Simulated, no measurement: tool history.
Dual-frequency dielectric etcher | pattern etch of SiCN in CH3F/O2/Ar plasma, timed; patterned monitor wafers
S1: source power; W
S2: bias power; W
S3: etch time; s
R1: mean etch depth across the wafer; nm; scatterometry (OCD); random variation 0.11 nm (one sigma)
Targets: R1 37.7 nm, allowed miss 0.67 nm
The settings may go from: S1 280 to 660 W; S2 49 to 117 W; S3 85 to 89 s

| run | day | S1 | S2 | S3 | R1 |
|---|---|---|---|---|---|
| 1 | 0 | 470 | 83 | 85 | 41.483 |
| 2 | 0.229 | 470 | 75 | 85 | 40.088 |
| 3 | 0.504 | 450 | 74 | 85 | 39.632 |
| 4 | 0.808 | 450 | 74 | 89 | 41.47 |
| 5 | 0.85 | 450 | 69 | 89 | 40.733 |
| 6 | 1.204 | 420 | 68 | 89 | 39.687 |
| 7 | 1.238 | 400 | 67 | 89 | 38.778 |
| 8 | 1.404 | 390 | 67 | 89 | 38.404 |

4 next moves are on the table. One of them brings every result within its allowed miss. Which?
| A | 1.571 | 480 | 54 | 86.5 | ? |
| B | 1.571 | 320 | 70 | 87 | ? |
| C | 1.571 | 450 | 50 | 86.5 | ? |
| D | 1.571 | 390 | 65 | 85 | ? |

| move | R1 |
|---|---|
| A | 37.716 |
| B | 35.691 |
| C | 36.183 |
| D | 36.365 |
A: meets every target
B: takes the result that was furthest off past its target
C: takes the result that was furthest off past its target
D: takes the result that was furthest off past its target
Move A is the one to make.

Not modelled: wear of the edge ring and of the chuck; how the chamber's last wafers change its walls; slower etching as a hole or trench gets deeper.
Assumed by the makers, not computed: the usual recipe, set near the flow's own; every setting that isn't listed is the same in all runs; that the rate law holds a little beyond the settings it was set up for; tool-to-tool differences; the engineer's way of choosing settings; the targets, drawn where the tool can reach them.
